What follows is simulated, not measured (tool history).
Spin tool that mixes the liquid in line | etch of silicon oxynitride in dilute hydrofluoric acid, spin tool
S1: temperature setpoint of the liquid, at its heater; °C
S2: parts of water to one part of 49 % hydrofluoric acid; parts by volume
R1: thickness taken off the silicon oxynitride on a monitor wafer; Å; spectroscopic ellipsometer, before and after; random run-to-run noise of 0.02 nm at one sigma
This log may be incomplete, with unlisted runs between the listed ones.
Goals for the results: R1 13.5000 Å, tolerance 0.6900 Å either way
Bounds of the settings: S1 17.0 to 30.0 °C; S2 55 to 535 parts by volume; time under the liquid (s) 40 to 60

{"run": 1, "hour": 0.0, "S1": 22.0, "S2": 295, "time under the liquid (s)": 60, "R1": 7.7075}
{"run": 2, "hour": 1.9, "S1": 22.0, "S2": 295, "time under the liquid (s)": 60, "R1": 7.9188}
{"run": 3, "hour": 6.4, "S1": 22.0, "S2": 295, "time under the liquid (s)": 40, "R1": 5.3647}
{"run": 4, "hour": 13.5, "S1": 23.5, "S2": 260, "time under the liquid (s)": 40, "R1": 6.5264}
{"hour": 15.1, "done": "thermometer replaced"}
{"run": 5, "hour": 15.1, "S1": 23.5, "S2": 295, "time under the liquid (s)": 40, "R1": 5.2461}
{"run": 6, "hour": 17.3, "S1": 22.0, "S2": 270, "time under the liquid (s)": 40, "R1": 5.4194}
{"run": 7, "hour": 25.1, "S1": 24.0, "S2": 225, "time under the liquid (s)": 45, "R1": 8.2505}
{"run": 8, "hour": 30.0, "S1": 28.0, "S2": 205, "time under the liquid (s)": 45, "R1": 11.054}
{"run": 9, "hour": 34.3, "S1": 28.5, "S2": 200, "time under the liquid (s)": 45, "R1": 11.558}
{"run": 10, "hour": 38.0, "S1": 29.0, "S2": 195, "time under the liquid (s)": 45, "R1": 12.512}

4 candidate next runs follow, results not yet known. Just one meets every target within its allowed miss. Identify it.
{"run": "A", "hour": 41.7, "S1": 26.5, "S2": 195, "time under the liquid (s)": 60, "R1": "?"}
{"run": "B", "hour": 41.7, "S1": 30.0, "S2": 215, "time under the liquid (s)": 60, "R1": "?"}
{"run": "C", "hour": 41.7, "S1": 28.0, "S2": 205, "time under the liquid (s)": 60, "R1": "?"}
{"run": "D", "hour": 41.7, "S1": 29.5, "S2": 165, "time under the liquid (s)": 40, "R1": "?"}

move=A R1=14.5630
move=B R1=15.0710
move=C R1=14.6560
move=D R1=13.4110
A: pushes the last run's worst result past its target
B: pushes the last run's worst result past its target
C: pushes the last run's worst result past its target
D: each result inside its tolerance
The right move is D.
